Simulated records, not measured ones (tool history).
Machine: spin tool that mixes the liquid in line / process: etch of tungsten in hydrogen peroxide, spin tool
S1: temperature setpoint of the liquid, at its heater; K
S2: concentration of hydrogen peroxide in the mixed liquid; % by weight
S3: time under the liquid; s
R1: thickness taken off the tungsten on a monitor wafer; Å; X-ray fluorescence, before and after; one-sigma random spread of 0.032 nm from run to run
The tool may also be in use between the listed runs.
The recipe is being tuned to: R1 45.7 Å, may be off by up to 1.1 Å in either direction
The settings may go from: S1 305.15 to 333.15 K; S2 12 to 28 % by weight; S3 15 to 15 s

run 1 hour=0 | S1=317.15 S2=19 S3=15 | R1=83.312
run 2 hour=2.7 | S1=312.65 S2=19 S3=15 | R1=62.288
run 3 hour=8 | S1=312.65 S2=19 S3=15 | R1=61.687
run 4 hour=12 | S1=311.65 S2=19 S3=15 | R1=57.617
run 5 hour=19.7 | S1=318.65 S2=19 S3=15 | R1=91.442
run 6 hour=20.7 | S1=316.65 S2=19 S3=15 | R1=79.639
run 7 hour=22.9 | S1=308.65 S2=19 S3=15 | R1=47.821
run 8 hour=27 | S1=307.65 S2=19 S3=15 | R1=44.434

Next run, 5 choices. One meets every target within its allowed miss, the rest don't. Which?
run A hour=31.1 | S1=307.15 S2=19 S3=15 | R1=?
run B hour=31.1 | S1=309.65 S2=17 S3=15 | R1=?
run C hour=31.1 | S1=307.15 S2=18.5 S3=15 | R1=?
run D hour=31.1 | S1=308.65 S2=18 S3=15 | R1=?
run E hour=31.1 | S1=306.65 S2=20.5 S3=15 | R1=?

move=A R1=43.054
move=B R1=48.163
move=C R1=42.483
move=D R1=46.358
move=E R1=43.231
A: moves away from the targets compared with the last run
B: moves the result that the last run missed by most past its target, out the other side
C: moves away from the targets compared with the last run
D: every result lands within tolerance
E: moves away from the targets compared with the last run
D meets every target.
